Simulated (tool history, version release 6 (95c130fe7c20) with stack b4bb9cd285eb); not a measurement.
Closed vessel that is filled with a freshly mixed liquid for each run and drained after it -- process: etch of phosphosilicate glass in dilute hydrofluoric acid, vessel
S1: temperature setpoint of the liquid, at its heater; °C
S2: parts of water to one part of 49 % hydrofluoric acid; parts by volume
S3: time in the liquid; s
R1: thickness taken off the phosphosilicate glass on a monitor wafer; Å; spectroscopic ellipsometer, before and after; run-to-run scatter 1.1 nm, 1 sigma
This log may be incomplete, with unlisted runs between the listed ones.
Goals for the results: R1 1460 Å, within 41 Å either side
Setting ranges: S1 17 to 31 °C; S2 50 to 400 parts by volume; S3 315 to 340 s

{"run": 1, "hour": 0.0, "S1": 23, "S2": 225, "S3": 315, "R1": 897.2}
{"run": 2, "hour": 2.9, "S1": 23, "S2": 180, "S3": 315, "R1": 1188.2}
{"run": 3, "hour": 9.0, "S1": 24, "S2": 180, "S3": 315, "R1": 1246.4}
{"run": 4, "hour": 17.4, "S1": 21.5, "S2": 180, "S3": 315, "R1": 1124.7}
{"run": 5, "hour": 26.3, "S1": 22.5, "S2": 180, "S3": 315, "R1": 1160.9}
{"run": 6, "hour": 33.0, "S1": 23.5, "S2": 180, "S3": 315, "R1": 1215.7}
{"run": 7, "hour": 39.3, "S1": 23.5, "S2": 180, "S3": 315, "R1": 1211.3}
{"run": 8, "hour": 48.1, "S1": 24.5, "S2": 180, "S3": 315, "R1": 1255.3}
{"run": 9, "hour": 49.1, "S1": 25, "S2": 180, "S3": 315, "R1": 1283.2}
{"run": 10, "hour": 54.2, "S1": 25.5, "S2": 180, "S3": 315, "R1": 1301.4}
{"run": 11, "hour": 56.3, "S1": 29, "S2": 175, "S3": 315, "R1": 1513.2}
{"run": 12, "hour": 60.9, "S1": 28.5, "S2": 175, "S3": 315, "R1": 1499.2}

Next run, 5 choices. One meets every target within its allowed miss, the rest don't. Which?
{"run": "A", "hour": 65.5, "S1": 25, "S2": 155, "S3": 320, "R1": "?"}
{"run": "B", "hour": 65.5, "S1": 30.5, "S2": 190, "S3": 315, "R1": "?"}
{"run": "C", "hour": 65.5, "S1": 26.5, "S2": 165, "S3": 325, "R1": "?"}
{"run": "D", "hour": 65.5, "S1": 29.5, "S2": 185, "S3": 340, "R1": "?"}
{"run": "E", "hour": 65.5, "S1": 28, "S2": 170, "S3": 315, "R1": "?"}

move=A R1=1535.7
move=B R1=1449.4
move=C R1=1533.4
move=D R1=1560
move=E R1=1516
A: moves away from the targets compared with the last run
B: every result within its allowed miss
C: moves away from the targets compared with the last run
D: moves away from the targets compared with the last run
E: moves away from the targets compared with the last run
Correct choice: B, which meets every target
